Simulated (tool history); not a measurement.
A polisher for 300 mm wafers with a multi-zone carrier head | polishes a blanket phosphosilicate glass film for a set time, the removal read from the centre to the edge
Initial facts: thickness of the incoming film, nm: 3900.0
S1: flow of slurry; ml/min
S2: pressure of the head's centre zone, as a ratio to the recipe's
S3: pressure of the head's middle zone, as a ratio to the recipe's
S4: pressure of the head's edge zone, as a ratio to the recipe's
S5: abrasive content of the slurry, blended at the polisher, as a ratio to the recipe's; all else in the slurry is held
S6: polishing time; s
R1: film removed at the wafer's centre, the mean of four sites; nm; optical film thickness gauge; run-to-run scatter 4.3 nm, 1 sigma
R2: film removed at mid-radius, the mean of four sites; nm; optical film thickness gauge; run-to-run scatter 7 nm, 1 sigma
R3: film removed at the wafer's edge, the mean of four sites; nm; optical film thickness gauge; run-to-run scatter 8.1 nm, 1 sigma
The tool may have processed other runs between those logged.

run    day   S1    S2    S3    S4    S5  S6      R1      R2      R3
  1  0.000  205  1.00  1.00  1.00  1.00  72  813.14  834.08  830.86
  2  0.196  205  1.03  1.00  1.00  1.00  72  831.55  823.53  831.93
  3  0.283  240  1.03  1.00  1.00  1.00  72  850.29  849.16  831.47
  4  0.475  250  1.02  0.99  0.97  0.95  72  837.16  827.45  787.38
  5  0.808  245  0.99  0.97  0.95  0.90  72  781.32  785.50  777.79
  6  0.992  225  0.99  0.97  0.95  0.90  72  783.24  789.27  776.33
  7  1.171  230  0.98  0.96  0.93  0.85  72  764.56  764.52  762.84
  8  1.358  240  0.98  0.96  0.91  0.80  72  751.17  764.71  739.25
  9  1.446  245  0.98  0.95  0.90  0.75  72  741.21  755.24  712.84
 10  1.475  245  0.98  0.94  0.89  0.70  72  724.42  717.28  699.47

The next listed run, before its measurement:
 11  1.742  245  0.98  0.94  0.88  0.70  72   ?   ?   ?

Run 11 came out at R1 729.34 nm, R2 716.26 nm, R3 688.67 nm.
